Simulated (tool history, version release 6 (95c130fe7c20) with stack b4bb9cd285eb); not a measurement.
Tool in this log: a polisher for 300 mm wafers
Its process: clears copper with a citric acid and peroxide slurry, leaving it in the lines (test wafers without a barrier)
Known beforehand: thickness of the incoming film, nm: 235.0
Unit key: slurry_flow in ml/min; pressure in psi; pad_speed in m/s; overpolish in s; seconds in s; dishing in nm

{"run": 1, "hour": 0.0, "slurry_flow": 225, "pressure": 3.1, "pad_speed": 1.22, "slurry_solids": 1, "overpolish": 22, "seconds": 90.977, "dishing": 34.825}
{"run": 2, "hour": 4.4, "slurry_flow": 225, "pressure": 2.4, "pad_speed": 1.22, "slurry_solids": 1, "overpolish": 22, "seconds": 116.7, "dishing": 27.962}
{"run": 3, "hour": 11.5, "slurry_flow": 225, "pressure": 2.4, "pad_speed": 1.22, "slurry_solids": 1, "overpolish": 19, "seconds": 119.16, "dishing": 24.323}
{"run": 4, "hour": 17.1, "slurry_flow": 225, "pressure": 2.4, "pad_speed": 1.1, "slurry_solids": 1, "overpolish": 19, "seconds": 128.97, "dishing": 22.728}
{"run": 5, "hour": 19.3, "slurry_flow": 220, "pressure": 2.3, "pad_speed": 1.1, "slurry_solids": 1, "overpolish": 22, "seconds": 131.94, "dishing": 25.005}
{"run": 6, "hour": 26.0, "slurry_flow": 220, "pressure": 2.2, "pad_speed": 1.1, "slurry_solids": 1, "overpolish": 24, "seconds": 142.78, "dishing": 25.585}
{"run": 7, "hour": 30.3, "slurry_flow": 220, "pressure": 2.2, "pad_speed": 1.1, "slurry_solids": 1, "overpolish": 26, "seconds": 140.96, "dishing": 27.332}
{"run": 8, "hour": 32.0, "slurry_flow": 220, "pressure": 2.2, "pad_speed": 1.1, "slurry_solids": 1, "overpolish": 28, "seconds": 141.08, "dishing": 29.173}
{"run": 9, "hour": 34.3, "slurry_flow": 220, "pressure": 2.2, "pad_speed": 1.1, "slurry_solids": 1, "overpolish": 29, "seconds": 140.56, "dishing": 30.046}
{"run": 10, "hour": 37.6, "slurry_flow": 215, "pressure": 2.2, "pad_speed": 1.1, "slurry_solids": 1, "overpolish": 30, "seconds": 140.66, "dishing": 30.924}
{"run": 11, "hour": 41.2, "slurry_flow": 215, "pressure": 2.2, "pad_speed": 1.1, "slurry_solids": 1, "overpolish": 31, "seconds": 139.84, "dishing": 31.739}
{"run": 12, "hour": 45.1, "slurry_flow": 215, "pressure": 2.2, "pad_speed": 1.1, "slurry_solids": 1, "overpolish": 32, "seconds": 141.87, "dishing": 32.726}
{"run": 13, "hour": 48.5, "slurry_flow": 215, "pressure": 2.2, "pad_speed": 1.1, "slurry_solids": 1, "overpolish": 33, "seconds": 142.85, "dishing": 33.845}
{"run": 14, "hour": 56.8, "slurry_flow": 215, "pressure": 2.2, "pad_speed": 1.1, "slurry_solids": 1, "overpolish": 34, "seconds": 139.56, "dishing": 34.821}
{"run": 15, "hour": 65.8, "slurry_flow": 215, "pressure": 2.2, "pad_speed": 1.1, "slurry_solids": 1, "overpolish": 35, "seconds": 140.56, "dishing": 35.416}
{"run": 16, "hour": 70.4, "slurry_flow": 215, "pressure": 2.2, "pad_speed": 1.1, "slurry_solids": 1, "overpolish": 36, "seconds": 140.52, "dishing": 35.817}

Run 17 is up next; what results do you expect?
{"run": 17, "hour": 75.4, "slurry_flow": 210, "pressure": 2.2, "pad_speed": 1.1, "slurry_solids": 1, "overpolish": 36, "seconds": "?", "dishing": "?"}

Logged for run 17: seconds 140.76 s, dishing 36.02 nm.

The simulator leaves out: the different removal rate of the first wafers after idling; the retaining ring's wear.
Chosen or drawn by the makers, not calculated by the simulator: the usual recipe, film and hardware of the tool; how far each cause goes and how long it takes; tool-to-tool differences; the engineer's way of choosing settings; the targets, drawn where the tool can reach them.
